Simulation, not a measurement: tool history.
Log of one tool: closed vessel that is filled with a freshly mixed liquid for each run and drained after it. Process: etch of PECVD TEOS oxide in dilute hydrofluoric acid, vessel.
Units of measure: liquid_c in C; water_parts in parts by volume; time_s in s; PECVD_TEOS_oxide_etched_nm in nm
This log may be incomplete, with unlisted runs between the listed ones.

Run 1, hour 0.0: liquid_c 20.0 C, water_parts 175 parts by volume, time_s 290 s. Result: PECVD_TEOS_oxide_etched_nm 24.067 nm.
Run 2, hour 0.9: liquid_c 22.5 C, water_parts 175 parts by volume, time_s 290 s. Result: PECVD_TEOS_oxide_etched_nm 26.504 nm.
Run 3, hour 7.5: liquid_c 21.5 C, water_parts 180 parts by volume, time_s 290 s. Result: PECVD_TEOS_oxide_etched_nm 24.627 nm.
Run 4, hour 13.9: liquid_c 21.5 C, water_parts 180 parts by volume, time_s 310 s. Result: PECVD_TEOS_oxide_etched_nm 26.384 nm.
Run 5, hour 22.4: liquid_c 21.0 C, water_parts 185 parts by volume, time_s 310 s. Result: PECVD_TEOS_oxide_etched_nm 25.091 nm.
Run 6, hour 25.3: liquid_c 22.5 C, water_parts 185 parts by volume, time_s 310 s. Result: PECVD_TEOS_oxide_etched_nm 26.282 nm.
Run 7, hour 29.4: liquid_c 22.0 C, water_parts 190 parts by volume, time_s 310 s. Result: PECVD_TEOS_oxide_etched_nm 25.262 nm.
Run 8, hour 36.6: liquid_c 21.5 C, water_parts 195 parts by volume, time_s 310 s. Result: PECVD_TEOS_oxide_etched_nm 23.572 nm.
Run 9, hour 39.0: liquid_c 21.0 C, water_parts 200 parts by volume, time_s 310 s. Result: PECVD_TEOS_oxide_etched_nm 22.784 nm.
Run 10, hour 42.0: liquid_c 20.5 C, water_parts 205 parts by volume, time_s 310 s. Result: PECVD_TEOS_oxide_etched_nm 21.760 nm.

Run 11, settings as shown, results not yet in. Your forecast:
Run 11, hour 47.0: liquid_c 20.0 C, water_parts 210 parts by volume, time_s 310 s. Result: PECVD_TEOS_oxide_etched_nm ?.

{"run 11": {"PECVD_TEOS_oxide_etched_nm": 20.771}}

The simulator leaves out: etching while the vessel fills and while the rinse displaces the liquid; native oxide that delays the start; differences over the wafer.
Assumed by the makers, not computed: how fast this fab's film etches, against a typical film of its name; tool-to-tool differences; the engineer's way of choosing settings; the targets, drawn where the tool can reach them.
